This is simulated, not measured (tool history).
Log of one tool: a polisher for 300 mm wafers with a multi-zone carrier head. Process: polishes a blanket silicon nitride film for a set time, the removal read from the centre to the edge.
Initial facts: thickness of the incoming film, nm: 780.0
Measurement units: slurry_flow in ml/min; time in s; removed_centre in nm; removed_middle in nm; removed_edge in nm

Run 1, hour 0.0: slurry_flow 300 ml/min, centre_zone 1.00, middle_zone 1.00, edge_zone 1.00, time 46 s. Result: removed_centre 85.778 nm, removed_middle 86.411 nm, removed_edge 88.904 nm.
Run 2, hour 4.8: slurry_flow 365 ml/min, centre_zone 1.00, middle_zone 1.00, edge_zone 1.00, time 46 s. Result: removed_centre 88.916 nm, removed_middle 89.235 nm, removed_edge 91.294 nm.
Run 3, hour 12.4: slurry_flow 365 ml/min, centre_zone 1.04, middle_zone 1.00, edge_zone 1.00, time 46 s. Result: removed_centre 93.073 nm, removed_middle 88.968 nm, removed_edge 90.199 nm.
Run 4, hour 16.4: slurry_flow 355 ml/min, centre_zone 1.03, middle_zone 1.00, edge_zone 0.98, time 42 s. Result: removed_centre 82.469 nm, removed_middle 79.147 nm, removed_edge 82.239 nm.
Run 5, hour 19.6: slurry_flow 350 ml/min, centre_zone 1.03, middle_zone 1.03, edge_zone 0.95, time 39 s. Result: removed_centre 76.514 nm, removed_middle 76.741 nm, removed_edge 76.106 nm.
Run 6, hour 24.2: slurry_flow 425 ml/min, centre_zone 1.03, middle_zone 1.03, edge_zone 0.95, time 39 s. Result: removed_centre 78.639 nm, removed_middle 80.024 nm, removed_edge 75.044 nm.
Run 7, hour 28.7: slurry_flow 430 ml/min, centre_zone 1.02, middle_zone 1.02, edge_zone 0.93, time 36 s. Result: removed_centre 71.606 nm, removed_middle 72.528 nm, removed_edge 70.154 nm.

Run 8 comes next. What will it give?
Run 8, hour 37.2: slurry_flow 435 ml/min, centre_zone 1.02, middle_zone 1.02, edge_zone 0.91, time 34 s. Result: removed_centre ?, removed_middle ?, removed_edge ?.

removed_centre: 68.442 nm
removed_middle: 69.014 nm
removed_edge: 64.687 nm

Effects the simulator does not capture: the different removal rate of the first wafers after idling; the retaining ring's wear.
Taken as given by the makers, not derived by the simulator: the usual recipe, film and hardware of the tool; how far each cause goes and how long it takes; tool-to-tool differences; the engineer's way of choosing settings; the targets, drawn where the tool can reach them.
